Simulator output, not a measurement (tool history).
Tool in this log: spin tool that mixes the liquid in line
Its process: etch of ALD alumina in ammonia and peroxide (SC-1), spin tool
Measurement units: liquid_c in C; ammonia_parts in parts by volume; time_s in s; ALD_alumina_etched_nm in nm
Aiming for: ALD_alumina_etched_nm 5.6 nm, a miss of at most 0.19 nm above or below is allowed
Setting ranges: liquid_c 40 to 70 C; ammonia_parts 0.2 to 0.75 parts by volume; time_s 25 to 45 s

| run | hour | liquid_c | ammonia_parts | time_s | ALD_alumina_etched_nm |
|---|---|---|---|---|---|
| 1 | 0 | 56 | 0.45 | 45 | 3.3516 |
| 2 | 2.7 | 58 | 0.45 | 45 | 3.8049 |
| 3 | 3.8 | 59.5 | 0.45 | 45 | 3.9849 |
| 4 | 9.7 | 61 | 0.45 | 45 | 4.3276 |
| 5 | 12.6 | 63.5 | 0.45 | 45 | 4.9984 |
| 6 | 19.9 | 63.5 | 0.45 | 45 | 4.9395 |
| 7 | 28.7 | 64 | 0.45 | 45 | 5.1357 |
| 8 | 37 | 64.5 | 0.45 | 45 | 5.1785 |
| 9 | 40.6 | 65 | 0.45 | 45 | 5.3212 |

Exactly one of the 4 candidate moves below puts every result within its allowed miss. Which one?
| A | 44.2 | 66 | 0.4 | 45 | ? |
| B | 44.2 | 62.5 | 0.4 | 45 | ? |
| C | 44.2 | 63.5 | 0.55 | 45 | ? |
| D | 44.2 | 64 | 0.5 | 45 | ? |

| move | ALD_alumina_etched_nm |
|---|---|
| A | 5.5357 |
| B | 4.6484 |
| C | 5.0378 |
| D | 5.1192 |
A: in spec on every target
B: lands further from the targets than the last run did
C: lands further from the targets than the last run did
D: lands further from the targets than the last run did
Correct choice: A, which meets every target

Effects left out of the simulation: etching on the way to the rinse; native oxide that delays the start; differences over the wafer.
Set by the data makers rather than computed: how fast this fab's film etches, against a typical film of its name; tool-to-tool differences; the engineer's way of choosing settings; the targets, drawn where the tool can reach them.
